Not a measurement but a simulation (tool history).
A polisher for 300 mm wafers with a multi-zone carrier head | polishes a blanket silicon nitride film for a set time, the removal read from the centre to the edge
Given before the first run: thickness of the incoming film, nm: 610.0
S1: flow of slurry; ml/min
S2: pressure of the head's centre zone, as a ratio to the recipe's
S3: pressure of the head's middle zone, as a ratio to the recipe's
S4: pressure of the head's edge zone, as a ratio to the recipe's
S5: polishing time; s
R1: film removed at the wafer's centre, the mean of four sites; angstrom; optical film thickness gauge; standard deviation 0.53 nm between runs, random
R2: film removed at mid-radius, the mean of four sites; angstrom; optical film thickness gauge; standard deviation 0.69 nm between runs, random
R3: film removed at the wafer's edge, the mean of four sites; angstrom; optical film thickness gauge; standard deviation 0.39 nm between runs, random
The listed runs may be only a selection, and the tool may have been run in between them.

| run | hour | S1 | S2 | S3 | S4 | S5 | R1 | R2 | R3 |
|---|---|---|---|---|---|---|---|---|---|
| 1 | 0 | 290 | 1 | 1 | 1 | 45 | 856.03 | 834.14 | 868.73 |
| 2 | 3.6 | 290 | 1 | 1.06 | 1 | 45 | 860.49 | 871.65 | 861.45 |
| 3 | 4.9 | 285 | 0.97 | 1.06 | 0.97 | 41 | 756.41 | 807.22 | 769.94 |
| 4 | 9.1 | 285 | 0.97 | 1.06 | 0.97 | 45 | 832.78 | 892.69 | 853.51 |
| 5 | 10.9 | 350 | 0.97 | 1.06 | 0.97 | 45 | 845.77 | 893.06 | 851.79 |
| 6 | 16.7 | 350 | 0.89 | 1.06 | 0.97 | 45 | 775.42 | 894.28 | 845.75 |
| 7 | 19.2 | 350 | 0.88 | 1.05 | 0.95 | 41 | 691.88 | 812.46 | 777.51 |
| 8 | 21 | 350 | 0.89 | 1.05 | 0.93 | 37 | 641.63 | 720.01 | 693.75 |
| 9 | 26.3 | 315 | 0.82 | 1.05 | 0.83 | 27 | 425.39 | 535.48 | 487.43 |
| 10 | 28.7 | 330 | 0.84 | 1.05 | 0.84 | 27 | 440.47 | 518.41 | 485.7 |
| 11 | 34.4 | 335 | 0.85 | 1.06 | 0.86 | 27 | 442.53 | 533.5 | 483.8 |
| 12 | 36.6 | 340 | 0.91 | 1.02 | 0.94 | 31 | 551.77 | 594.76 | 594.01 |
| 13 | 43.9 | 330 | 0.9 | 1.02 | 0.92 | 31 | 547.99 | 598.46 | 575.8 |
| 14 | 48.1 | 325 | 0.89 | 1.02 | 0.9 | 31 | 524 | 589.92 | 569.63 |
| 15 | 49.5 | 320 | 0.89 | 1.02 | 0.88 | 31 | 529.82 | 600.06 | 572.75 |
| 16 | 55.2 | 320 | 0.89 | 1.02 | 0.83 | 27 | 456.04 | 519.68 | 484.2 |

Run 17, settings as shown, results not yet in. Your forecast:
| 17 | 59.3 | 320 | 0.89 | 1.03 | 0.85 | 27 | ? | ? | ? |

R1: 471.67 angstrom
R2: 517.65 angstrom
R3: 490.65 angstrom
